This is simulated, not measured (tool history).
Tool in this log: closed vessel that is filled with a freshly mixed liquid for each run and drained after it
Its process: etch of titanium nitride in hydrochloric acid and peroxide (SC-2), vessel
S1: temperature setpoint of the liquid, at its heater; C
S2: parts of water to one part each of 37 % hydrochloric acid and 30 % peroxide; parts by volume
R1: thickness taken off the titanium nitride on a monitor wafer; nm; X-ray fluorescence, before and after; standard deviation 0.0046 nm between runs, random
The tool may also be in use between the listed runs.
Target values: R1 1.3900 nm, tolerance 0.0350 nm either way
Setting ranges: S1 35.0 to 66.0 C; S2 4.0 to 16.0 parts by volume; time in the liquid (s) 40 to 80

Run 1, hour 0.0: S1 50.0 C, S2 9.0 parts by volume, time in the liquid (s) 80. Result: R1 2.6752 nm.
Run 2, hour 1.4: S1 56.5 C, S2 9.0 parts by volume, time in the liquid (s) 80. Result: R1 4.0778 nm.
Run 3, hour 3.1: S1 53.5 C, S2 9.0 parts by volume, time in the liquid (s) 80. Result: R1 3.3728 nm.
Run 4, hour 7.7: S1 53.5 C, S2 9.0 parts by volume, time in the liquid (s) 80. Result: R1 3.3564 nm.
Run 5, hour 8.7: S1 57.0 C, S2 9.0 parts by volume, time in the liquid (s) 80. Result: R1 4.1933 nm.
Run 6, hour 9.9: S1 57.0 C, S2 12.0 parts by volume, time in the liquid (s) 80. Result: R1 3.3065 nm.
Run 7, hour 13.0: S1 54.5 C, S2 12.0 parts by volume, time in the liquid (s) 80. Result: R1 2.8221 nm.
Run 8, hour 15.5: S1 52.5 C, S2 12.0 parts by volume, time in the liquid (s) 80. Result: R1 2.4641 nm.
Run 9, hour 21.6: S1 51.0 C, S2 12.0 parts by volume, time in the liquid (s) 80. Result: R1 2.2318 nm.
Run 10, hour 27.8: S1 49.5 C, S2 12.0 parts by volume, time in the liquid (s) 80. Result: R1 2.0323 nm.
Run 11, hour 29.9: S1 48.5 C, S2 12.0 parts by volume, time in the liquid (s) 80. Result: R1 1.8898 nm.
Run 12, hour 33.0: S1 47.5 C, S2 12.0 parts by volume, time in the liquid (s) 80. Result: R1 1.7728 nm.
Run 13, hour 39.4: S1 47.0 C, S2 12.0 parts by volume, time in the liquid (s) 80. Result: R1 1.7087 nm.
Run 14, hour 48.0: S1 46.5 C, S2 12.0 parts by volume, time in the liquid (s) 80. Result: R1 1.6577 nm.
Run 15, hour 54.7: S1 46.0 C, S2 12.0 parts by volume, time in the liquid (s) 80. Result: R1 1.6019 nm.
Run 16, hour 61.2: S1 43.5 C, S2 12.0 parts by volume, time in the liquid (s) 80. Result: R1 1.3472 nm.

Which of these 5 next moves meets every target?
Run A, hour 67.7: S1 42.0 C, S2 11.0 parts by volume, time in the liquid (s) 80. Result: R1 ?.
Run B, hour 67.7: S1 45.5 C, S2 12.5 parts by volume, time in the liquid (s) 75. Result: R1 ?.
Run C, hour 67.7: S1 43.5 C, S2 12.5 parts by volume, time in the liquid (s) 80. Result: R1 ?.
Run D, hour 67.7: S1 41.5 C, S2 11.0 parts by volume, time in the liquid (s) 80. Result: R1 ?.
Run E, hour 67.7: S1 43.5 C, S2 13.0 parts by volume, time in the liquid (s) 80. Result: R1 ?.

move      R1
   A  1.3012
   B  1.3941
   C  1.2953
   D  1.2564
   E  1.2522
A: its largest miss is bigger than the last run's
B: each result inside its tolerance
C: its largest miss is bigger than the last run's
D: its largest miss is bigger than the last run's
E: its largest miss is bigger than the last run's
The right move is B.
